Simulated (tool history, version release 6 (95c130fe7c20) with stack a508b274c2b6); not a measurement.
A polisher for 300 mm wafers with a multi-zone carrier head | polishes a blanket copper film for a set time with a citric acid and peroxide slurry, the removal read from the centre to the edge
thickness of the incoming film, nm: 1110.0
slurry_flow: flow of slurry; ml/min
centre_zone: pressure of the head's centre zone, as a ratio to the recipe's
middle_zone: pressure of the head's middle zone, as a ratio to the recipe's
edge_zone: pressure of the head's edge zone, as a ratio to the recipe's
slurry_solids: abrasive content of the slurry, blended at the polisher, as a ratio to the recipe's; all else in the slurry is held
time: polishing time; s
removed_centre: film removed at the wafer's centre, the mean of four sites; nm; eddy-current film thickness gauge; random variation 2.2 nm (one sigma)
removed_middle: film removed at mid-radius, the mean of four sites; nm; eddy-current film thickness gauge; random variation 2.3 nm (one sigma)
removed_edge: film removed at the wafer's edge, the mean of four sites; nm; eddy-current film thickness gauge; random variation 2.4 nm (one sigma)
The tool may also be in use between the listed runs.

run  hour  slurry_flow  centre_zone  middle_zone  edge_zone  slurry_solids  time  removed_centre  removed_middle  removed_edge
  1   0.0          220         1.00         1.00       1.00           1.00    74          147.07          143.15        152.75
  2   6.4          220         1.00         1.05       1.00           1.00    74          142.45          150.02        151.07
  3  10.1          220         0.93         1.05       1.00           1.00    74          133.72          153.01        148.76
  4  13.4          220         0.93         1.04       1.02           1.05    75          137.83          153.89        154.85
  5  19.9          220         0.85         1.04       1.02           1.05    75          126.20          153.50        155.69
  6  22.3          220         0.86         1.03       1.03           1.10    75          130.36          154.83        156.73
  7  25.1          220         0.87         1.02       1.04           1.15    76          130.92          153.79        158.34
  8  33.4          220         0.88         1.01       1.05           1.15    77          138.55          155.73        162.75
  9  35.3          220         0.88         1.00       1.06           1.15    78          138.60          156.49        160.30
 10  40.4          220         0.87         0.98       1.05           1.20    79          136.60          156.88        171.71
 11  41.8          225         0.88         0.98       1.05           1.20    79          141.60          155.85        169.36

The next listed run, before its measurement:
 12  42.7          235         0.90         0.96       1.05           1.30    81               ?               ?             ?

Run 12 gave removed_centre 152.83 nm, removed_middle 163.45 nm, removed_edge 176.14 nm.
